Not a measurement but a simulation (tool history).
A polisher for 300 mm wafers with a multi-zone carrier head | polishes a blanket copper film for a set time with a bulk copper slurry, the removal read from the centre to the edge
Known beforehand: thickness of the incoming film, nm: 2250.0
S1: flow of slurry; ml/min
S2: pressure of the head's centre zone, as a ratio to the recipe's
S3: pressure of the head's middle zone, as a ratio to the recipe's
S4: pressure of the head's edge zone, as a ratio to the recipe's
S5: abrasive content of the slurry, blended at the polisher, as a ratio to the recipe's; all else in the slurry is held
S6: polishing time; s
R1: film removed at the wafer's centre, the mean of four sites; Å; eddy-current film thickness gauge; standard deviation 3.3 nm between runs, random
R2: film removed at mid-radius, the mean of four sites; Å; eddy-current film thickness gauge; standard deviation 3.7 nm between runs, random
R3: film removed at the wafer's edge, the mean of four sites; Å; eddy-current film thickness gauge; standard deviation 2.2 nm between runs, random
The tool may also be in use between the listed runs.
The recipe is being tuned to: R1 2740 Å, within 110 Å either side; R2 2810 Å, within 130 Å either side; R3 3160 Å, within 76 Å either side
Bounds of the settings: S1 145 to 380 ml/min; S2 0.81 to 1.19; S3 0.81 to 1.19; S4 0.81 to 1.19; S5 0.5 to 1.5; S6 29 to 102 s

{"run": 1, "hour": 0.0, "S1": 245, "S2": 1, "S3": 1, "S4": 1, "S5": 1, "S6": 65, "R1": 3800.7, "R2": 3791, "R3": 3902}
{"run": 2, "hour": 2.8, "S1": 245, "S2": 1, "S3": 0.92, "S4": 1, "S5": 1, "S6": 65, "R1": 3831.9, "R2": 3592.2, "R3": 3838.2}
{"run": 3, "hour": 4.8, "S1": 235, "S2": 0.97, "S3": 0.9, "S4": 1, "S5": 0.9, "S6": 64, "R1": 3574.3, "R2": 3353.8, "R3": 3745.1}
{"run": 4, "hour": 12.3, "S1": 230, "S2": 0.95, "S3": 0.9, "S4": 0.98, "S5": 0.8, "S6": 63, "R1": 3295.7, "R2": 3260.2, "R3": 3566.8}
{"run": 5, "hour": 14.7, "S1": 280, "S2": 0.95, "S3": 0.9, "S4": 0.98, "S5": 0.8, "S6": 63, "R1": 3442.8, "R2": 3329.3, "R3": 3627.5}
{"run": 6, "hour": 23.3, "S1": 280, "S2": 0.95, "S3": 0.9, "S4": 0.98, "S5": 0.8, "S6": 53, "R1": 2960.2, "R2": 2784.9, "R3": 3049}
{"run": 7, "hour": 25.9, "S1": 280, "S2": 0.95, "S3": 0.9, "S4": 0.98, "S5": 0.8, "S6": 53, "R1": 2907.3, "R2": 2841.1, "R3": 3049.5}
{"run": 8, "hour": 31.1, "S1": 275, "S2": 0.94, "S3": 0.9, "S4": 0.99, "S5": 0.8, "S6": 53, "R1": 2898.4, "R2": 2777.8, "R3": 3044.1}
{"run": 9, "hour": 38.5, "S1": 270, "S2": 0.93, "S3": 0.91, "S4": 1, "S5": 0.8, "S6": 53, "R1": 2840.8, "R2": 2780, "R3": 3094.1}
{"hour": 45.7, "done": "worn pad replaced by a new one"}
{"run": 10, "hour": 45.7, "S1": 270, "S2": 0.92, "S3": 0.91, "S4": 1, "S5": 0.8, "S6": 53, "R1": 2968.8, "R2": 3035.7, "R3": 3325.9}
{"run": 11, "hour": 52.4, "S1": 255, "S2": 0.92, "S3": 0.91, "S4": 1, "S5": 0.8, "S6": 53, "R1": 3000.7, "R2": 2945, "R3": 3323.5}

4 next moves are on the table. One of them brings every result within its allowed miss. Which?
{"run": "A", "hour": 59.1, "S1": 275, "S2": 0.94, "S3": 0.93, "S4": 0.81, "S5": 0.6, "S6": 60, "R1": "?", "R2": "?", "R3": "?"}
{"run": "B", "hour": 59.1, "S1": 240, "S2": 0.86, "S3": 0.87, "S4": 0.99, "S5": 0.8, "S6": 52, "R1": "?", "R2": "?", "R3": "?"}
{"run": "C", "hour": 59.1, "S1": 175, "S2": 0.92, "S3": 0.93, "S4": 1.1, "S5": 0.6, "S6": 58, "R1": "?", "R2": "?", "R3": "?"}
{"run": "D", "hour": 59.1, "S1": 280, "S2": 0.99, "S3": 0.88, "S4": 0.98, "S5": 0.9, "S6": 56, "R1": "?", "R2": "?", "R3": "?"}

move=A R1=3240.8 R2=3326.5 R3=3232.2
move=B R1=2651.9 R2=2823.7 R3=3193.3
move=C R1=2858.7 R2=3019.1 R3=3443.5
move=D R1=3430.8 R2=3191.2 R3=3543.9
A: the biggest miss grows against the last run
B: all results in spec
C: the biggest miss grows against the last run
D: the biggest miss grows against the last run
B meets every target.
